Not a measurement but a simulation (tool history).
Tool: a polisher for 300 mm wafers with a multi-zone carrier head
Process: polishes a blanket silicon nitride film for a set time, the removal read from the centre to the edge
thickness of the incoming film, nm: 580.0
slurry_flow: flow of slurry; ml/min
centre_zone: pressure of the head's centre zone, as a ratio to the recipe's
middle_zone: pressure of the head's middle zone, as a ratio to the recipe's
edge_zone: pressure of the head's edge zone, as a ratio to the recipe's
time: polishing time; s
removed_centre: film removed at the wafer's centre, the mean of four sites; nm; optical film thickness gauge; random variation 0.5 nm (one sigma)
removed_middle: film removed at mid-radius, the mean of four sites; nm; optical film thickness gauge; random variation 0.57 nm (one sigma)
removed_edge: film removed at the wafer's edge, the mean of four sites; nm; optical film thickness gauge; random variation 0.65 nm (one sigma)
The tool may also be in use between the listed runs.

Run 1, hour 0.0: slurry_flow 250 ml/min, centre_zone 1.00, middle_zone 1.00, edge_zone 1.00, time 45 s. Result: removed_centre 74.481 nm, removed_middle 75.998 nm, removed_edge 72.754 nm.
Run 2, hour 9.0: slurry_flow 250 ml/min, centre_zone 1.00, middle_zone 1.00, edge_zone 1.00, time 41 s. Result: removed_centre 66.042 nm, removed_middle 67.757 nm, removed_edge 66.598 nm.
Run 3, hour 14.4: slurry_flow 280 ml/min, centre_zone 1.00, middle_zone 1.00, edge_zone 1.00, time 41 s. Result: removed_centre 67.025 nm, removed_middle 69.533 nm, removed_edge 65.917 nm.
Run 4, hour 22.4: slurry_flow 240 ml/min, centre_zone 1.00, middle_zone 1.00, edge_zone 1.00, time 41 s. Result: removed_centre 69.190 nm, removed_middle 67.918 nm, removed_edge 66.019 nm.
Run 5, hour 24.7: slurry_flow 240 ml/min, centre_zone 1.00, middle_zone 1.00, edge_zone 1.00, time 32 s. Result: removed_centre 52.191 nm, removed_middle 53.677 nm, removed_edge 52.656 nm.
Run 6, hour 29.6: slurry_flow 235 ml/min, centre_zone 0.97, middle_zone 0.98, edge_zone 1.01, time 31 s. Result: removed_centre 48.954 nm, removed_middle 51.797 nm, removed_edge 51.830 nm.
Run 7, hour 34.8: slurry_flow 230 ml/min, centre_zone 0.95, middle_zone 0.95, edge_zone 1.02, time 31 s. Result: removed_centre 48.249 nm, removed_middle 48.553 nm, removed_edge 52.527 nm.
Run 8, hour 36.4: slurry_flow 230 ml/min, centre_zone 0.93, middle_zone 0.94, edge_zone 1.02, time 31 s. Result: removed_centre 47.094 nm, removed_middle 49.212 nm, removed_edge 50.561 nm.
Run 9, hour 44.6: slurry_flow 225 ml/min, centre_zone 0.91, middle_zone 0.93, edge_zone 1.05, time 31 s. Result: removed_centre 46.218 nm, removed_middle 47.405 nm, removed_edge 52.119 nm.
Run 10, hour 52.5: slurry_flow 225 ml/min, centre_zone 0.89, middle_zone 0.92, edge_zone 1.06, time 31 s. Result: removed_centre 45.002 nm, removed_middle 47.999 nm, removed_edge 52.571 nm.
Run 11, hour 59.8: slurry_flow 220 ml/min, centre_zone 0.88, middle_zone 0.91, edge_zone 1.06, time 31 s. Result: removed_centre 45.789 nm, removed_middle 47.889 nm, removed_edge 51.919 nm.
Run 12, hour 62.7: slurry_flow 220 ml/min, centre_zone 0.87, middle_zone 0.91, edge_zone 1.08, time 30 s. Result: removed_centre 43.263 nm, removed_middle 45.624 nm, removed_edge 51.045 nm.

The next listed run, before its measurement:
Run 13, hour 64.0: slurry_flow 220 ml/min, centre_zone 0.86, middle_zone 0.91, edge_zone 1.09, time 30 s. Result: removed_centre ?, removed_middle ?, removed_edge ?.

Run 13 gave removed_centre 42.718 nm, removed_middle 46.269 nm, removed_edge 50.090 nm.
